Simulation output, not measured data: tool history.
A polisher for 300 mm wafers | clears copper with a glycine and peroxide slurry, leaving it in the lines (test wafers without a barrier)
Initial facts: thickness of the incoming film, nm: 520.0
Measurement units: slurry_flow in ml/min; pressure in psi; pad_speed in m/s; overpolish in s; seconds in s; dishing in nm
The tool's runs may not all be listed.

run  hour  slurry_flow  pressure  pad_speed  overpolish  seconds  dishing
  1     0          185       2.6       0.76          12   138.92   29.376
  2   7.2          185       2.6       0.94          12   123.41   30.587
  3  12.2          185       2.3       0.94          12   133.44   28.867
  4  15.8          185       2.3       0.94          17    131.3    37.63
  5  23.9          185       2.3       1.08          17   120.23   39.415
  6  29.8          215       2.3       1.08          17   119.92   39.469
  7  33.8          215       2.4        1.1          16   117.86    39.37
  8  40.3          215       2.5       1.12          15   109.68   40.687
  9  46.5          215       2.5       1.12          14   110.86    36.96

Expected results for the next run?
 10  53.9          215       2.5       1.12          13        ?        ?

For run 10 the tool returned seconds 110.5 s, dishing 36.001 nm.
